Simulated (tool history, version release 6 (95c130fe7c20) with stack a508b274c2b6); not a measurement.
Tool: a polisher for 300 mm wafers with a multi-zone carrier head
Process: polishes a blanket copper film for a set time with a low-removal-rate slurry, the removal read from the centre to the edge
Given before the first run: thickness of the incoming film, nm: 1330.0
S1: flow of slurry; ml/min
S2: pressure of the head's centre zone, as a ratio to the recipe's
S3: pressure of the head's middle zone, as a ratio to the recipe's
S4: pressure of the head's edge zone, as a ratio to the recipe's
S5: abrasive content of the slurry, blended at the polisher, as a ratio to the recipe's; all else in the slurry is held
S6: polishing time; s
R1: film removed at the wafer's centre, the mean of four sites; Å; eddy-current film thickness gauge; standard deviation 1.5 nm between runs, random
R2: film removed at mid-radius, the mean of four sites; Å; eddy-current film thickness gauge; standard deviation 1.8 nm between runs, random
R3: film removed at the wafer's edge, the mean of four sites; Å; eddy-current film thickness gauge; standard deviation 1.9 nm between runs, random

run  hour   S1    S2    S3    S4    S5  S6       R1       R2       R3
  1   0.0  155  1.00  1.00  1.00  1.00  78  1061.00  1043.30  1052.00
  2   7.4  155  1.00  1.00  1.00  1.00  66   908.48   881.56   888.04
  3  13.6  155  1.00  1.00  1.00  0.90  66   901.91   864.43   875.05
  4  20.5  125  1.00  1.00  1.00  0.90  66   841.33   806.87   834.80
  5  22.2  140  1.03  0.99  1.03  1.00  68   944.14   887.42   893.81
  6  30.6  140  1.03  1.07  1.03  1.00  68   951.14   949.81   888.71
  7  33.5  150  1.04  1.03  1.05  1.10  71  1018.50   984.51   972.28
  8  34.0  160  1.06  1.01  1.06  1.15  72  1096.30  1001.20   981.14

Predict the results of run 9:
  9  34.8  165  1.06  0.99  1.07  1.20  75   ?   ?   ?

Run 9 came out at R1 1137.10 Å, R2 1025.70 Å, R3 1069.90 Å.

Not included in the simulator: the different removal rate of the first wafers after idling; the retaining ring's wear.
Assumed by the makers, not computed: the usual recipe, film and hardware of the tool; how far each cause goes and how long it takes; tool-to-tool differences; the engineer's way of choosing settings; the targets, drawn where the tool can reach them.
